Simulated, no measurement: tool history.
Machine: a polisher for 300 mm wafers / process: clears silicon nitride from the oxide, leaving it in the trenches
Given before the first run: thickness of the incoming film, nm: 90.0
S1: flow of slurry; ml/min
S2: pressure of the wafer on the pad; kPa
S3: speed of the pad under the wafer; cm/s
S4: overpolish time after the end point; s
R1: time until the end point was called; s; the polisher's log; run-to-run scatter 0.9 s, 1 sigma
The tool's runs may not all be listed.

run	hour	S1	S2	S3	S4	R1
1	0	195	14.5	130	36	107.24
2	6.9	195	15.2	130	36	101.04
3	7.5	195	15.9	130	36	100.47
4	9	195	15.9	118	36	107.67
5	10.5	195	16.5	118	36	105.45
6	15.5	195	16.5	118	36	106.31

Forecast run 7:
7	17.4	195	17.9	118	36	?

{"run 7": {"R1": 97.556}}
